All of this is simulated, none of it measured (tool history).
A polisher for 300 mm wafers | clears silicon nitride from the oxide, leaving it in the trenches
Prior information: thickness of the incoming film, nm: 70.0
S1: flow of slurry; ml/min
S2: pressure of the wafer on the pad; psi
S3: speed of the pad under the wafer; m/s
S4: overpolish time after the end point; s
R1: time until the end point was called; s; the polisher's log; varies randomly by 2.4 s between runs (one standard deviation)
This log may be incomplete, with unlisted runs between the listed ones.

run,hour,S1,S2,S3,S4,R1
1,0,225,2,1,13,118.96
2,2,225,1.6,1,13,146.85
3,2.5,225,1.4,1,13,164.01
4,6,225,1.3,1,13,177.05
5,8.8,225,1.7,1,13,136.49
6,15.2,225,1.7,1.18,13,118.08
7,21.9,225,1.4,1.16,13,145.28

Run 8 comes next. What will it give?
8,23.8,225,1.3,1.16,13,?

R1: 154.06 s
